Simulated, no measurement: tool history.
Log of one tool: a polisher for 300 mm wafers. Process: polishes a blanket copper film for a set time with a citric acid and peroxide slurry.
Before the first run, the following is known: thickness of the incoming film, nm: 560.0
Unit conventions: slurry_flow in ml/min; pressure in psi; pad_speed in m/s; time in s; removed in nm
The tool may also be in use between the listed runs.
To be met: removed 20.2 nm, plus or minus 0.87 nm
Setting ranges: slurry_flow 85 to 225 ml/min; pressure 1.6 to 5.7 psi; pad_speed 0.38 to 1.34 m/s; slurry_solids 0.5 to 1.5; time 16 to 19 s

run	hour	slurry_flow	pressure	pad_speed	slurry_solids	time	removed
1	0	145	3.6	0.86	1	19	43.841
2	3.6	170	3.6	0.86	1	19	43.781
3	4.3	170	3.4	0.84	1	19	42.404
4	12.5	170	3.4	0.98	1	19	49.21
5	18.6	170	3.2	0.94	1	19	45.024
6	26.7	205	3.2	0.94	1	19	46.281
7	35.6	205	3	0.9	1	19	40.992
8	40.7	205	2.8	0.88	1	19	38.375
9	43.7	205	2.7	0.86	1	19	35.346
10	49.1	205	2.6	0.84	1	19	35.44
11	56.5	205	2.5	0.8	1	19	31.844
12	64.8	205	2.4	0.78	1	19	29.836
13	72.4	205	2.3	0.76	1	19	27.741
14	78.2	205	2.2	0.76	1	19	27.309
15	84.6	205	2.1	0.76	1	19	26.084

Consider the 5 candidate settings below. Which is the only one whose results all fall within their allowed miss of target?
A	91	225	1.9	0.72	0.9	19	?
B	91	225	1.8	0.76	1	16	?
C	91	200	2.1	0.76	1	17	?
D	91	180	2	0.88	1.05	19	?
E	91	210	1.7	0.78	1	19	?

move	removed
A	22.715
B	19.99
C	23.603
D	29.228
E	23.102
A: closes in on the targets versus the last run, not all within tolerance yet
B: every result lands within tolerance
C: closes in on the targets versus the last run, not all within tolerance yet
D: misses by more than the last run did
E: closes in on the targets versus the last run, not all within tolerance yet
Go with B: it meets all targets.
